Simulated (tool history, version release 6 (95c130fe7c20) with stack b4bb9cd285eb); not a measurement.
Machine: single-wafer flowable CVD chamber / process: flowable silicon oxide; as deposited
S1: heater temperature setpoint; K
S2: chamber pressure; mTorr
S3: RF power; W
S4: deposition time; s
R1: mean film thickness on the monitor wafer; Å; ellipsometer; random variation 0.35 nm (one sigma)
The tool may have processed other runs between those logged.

run	hour	S1	S2	S3	S4	R1
1	0.0	378.15	986	1630	261	1540.90
2	9.0	383.15	985	1630	261	1274.60
3	12.5	383.15	985	1785	261	1300.30
4	16.2	387.15	984	1785	261	1123.80
5	22.1	387.15	984	1785	248	1059.40
6	24.8	389.15	984	1785	248	996.32
7	30.6	391.15	984	1785	248	938.11

What will run 8 give?
8	36.2	393.15	984	1785	248	?

{"run 8": {"R1": 880.68}}
